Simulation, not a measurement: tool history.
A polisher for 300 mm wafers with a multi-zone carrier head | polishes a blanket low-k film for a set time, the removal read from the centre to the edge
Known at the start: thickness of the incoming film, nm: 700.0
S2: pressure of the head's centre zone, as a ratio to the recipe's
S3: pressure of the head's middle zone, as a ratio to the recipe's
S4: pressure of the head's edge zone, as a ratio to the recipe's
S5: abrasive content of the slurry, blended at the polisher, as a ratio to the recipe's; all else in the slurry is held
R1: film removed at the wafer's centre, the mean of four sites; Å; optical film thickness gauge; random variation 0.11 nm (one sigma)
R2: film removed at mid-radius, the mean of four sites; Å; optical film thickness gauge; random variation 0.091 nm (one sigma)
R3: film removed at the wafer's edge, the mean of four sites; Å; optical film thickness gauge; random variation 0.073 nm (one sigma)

Run 1, hour 0.0: flow of slurry (ml/min) 195, S2 1.00, S3 1.00, S4 1.00, S5 1.00, polishing time (s) 46. Result: R1 115.520 Å, R2 114.320 Å, R3 117.130 Å.
Run 2, hour 5.3: flow of slurry (ml/min) 195, S2 1.02, S3 0.98, S4 0.97, S5 0.85, polishing time (s) 43. Result: R1 102.860 Å, R2 91.876 Å, R3 98.218 Å.
Run 3, hour 12.8: flow of slurry (ml/min) 195, S2 1.02, S3 0.98, S4 0.97, S5 0.85, polishing time (s) 36. Result: R1 85.382 Å, R2 78.063 Å, R3 82.503 Å.
Run 4, hour 14.8: flow of slurry (ml/min) 195, S2 1.02, S3 0.98, S4 0.97, S5 0.75, polishing time (s) 36. Result: R1 76.826 Å, R2 71.289 Å, R3 75.343 Å.
Run 5, hour 16.2: flow of slurry (ml/min) 195, S2 0.99, S3 0.98, S4 0.97, S5 0.75, polishing time (s) 36. Result: R1 74.331 Å, R2 71.378 Å, R3 75.406 Å.
Run 6, hour 19.5: flow of slurry (ml/min) 190, S2 1.00, S3 0.97, S4 0.94, S5 0.75, polishing time (s) 36. Result: R1 74.375 Å, R2 69.800 Å, R3 74.182 Å.
Run 7, hour 28.4: flow of slurry (ml/min) 190, S2 1.02, S3 0.97, S4 0.91, S5 0.75, polishing time (s) 36. Result: R1 74.859 Å, R2 71.129 Å, R3 71.623 Å.
Run 8, hour 33.2: flow of slurry (ml/min) 185, S2 1.03, S3 0.95, S4 0.90, S5 0.75, polishing time (s) 36. Result: R1 79.010 Å, R2 68.925 Å, R3 71.848 Å.
Run 9, hour 34.9: flow of slurry (ml/min) 180, S2 1.03, S3 0.94, S4 0.89, S5 0.75, polishing time (s) 36. Result: R1 75.726 Å, R2 69.045 Å, R3 70.443 Å.

Run 10 comes next. What will it give?
Run 10, hour 35.6: flow of slurry (ml/min) 180, S2 1.04, S3 0.92, S4 0.88, S5 0.75, polishing time (s) 36. Result: R1 ?, R2 ?, R3 ?.

Run 10 gave R1 78.288 Å, R2 67.856 Å, R3 72.304 Å.
